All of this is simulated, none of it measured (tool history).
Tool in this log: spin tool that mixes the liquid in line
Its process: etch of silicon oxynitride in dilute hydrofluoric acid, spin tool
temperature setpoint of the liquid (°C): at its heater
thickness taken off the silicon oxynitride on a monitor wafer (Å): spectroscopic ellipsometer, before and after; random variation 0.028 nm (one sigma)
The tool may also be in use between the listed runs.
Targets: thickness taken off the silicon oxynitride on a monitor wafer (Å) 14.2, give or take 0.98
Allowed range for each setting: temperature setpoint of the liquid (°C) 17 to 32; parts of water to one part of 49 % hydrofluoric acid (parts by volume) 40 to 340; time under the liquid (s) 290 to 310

run,hour,temperature setpoint of the liquid (°C),parts of water to one part of 49 % hydrofluoric acid (parts by volume),time under the liquid (s),thickness taken off the silicon oxynitride on a monitor wafer (Å)
1,0,24,190,290,21.271
2,8.2,23,195,290,19.197
3,9.9,22.5,195,290,18.148
4,17.5,22,195,290,18.273
5,23.3,21.5,195,290,17.616
6,24.5,21,195,290,17.641
7,26.3,20.5,200,290,16.322
8,29.9,20,200,290,16.164
9,38.1,19.5,200,290,15.946
10,43.3,19,200,290,15.534

5 next moves are on the table. One of them brings every result within its allowed miss. Which?
A,48.5,18,210,295,?
B,48.5,18.5,250,290,?
C,48.5,17,175,290,?
D,48.5,17,170,290,?
E,48.5,18.5,200,305,?

move,thickness taken off the silicon oxynitride on a monitor wafer (Å)
A,14.08
B,11.619
C,16.172
D,16.698
E,15.746
A: every result within its allowed miss
B: takes the result that was furthest off past its target
C: its largest miss is bigger than the last run's
D: its largest miss is bigger than the last run's
E: its largest miss is bigger than the last run's
So the answer is move A, the one that meets all the targets.
